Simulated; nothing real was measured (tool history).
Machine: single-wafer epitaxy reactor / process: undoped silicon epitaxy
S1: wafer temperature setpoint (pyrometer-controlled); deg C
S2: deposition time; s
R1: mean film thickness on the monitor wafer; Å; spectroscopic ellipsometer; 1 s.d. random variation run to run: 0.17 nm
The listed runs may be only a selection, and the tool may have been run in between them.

run,day,S1,S2,R1
1,0.000,630,306,329.45
2,0.029,622,306,277.01
3,0.096,622,324,294.37
4,0.271,624,324,308.42
5,0.488,632,324,363.43
6,0.812,632,298,332.80
7,0.921,633,298,339.51
8,1.250,634,298,345.89
9,1.408,635,298,356.58

Estimate the outcome of run 10 from the log above:
10,1.717,636,298,?

Run 10 gave R1 361.49 Å.
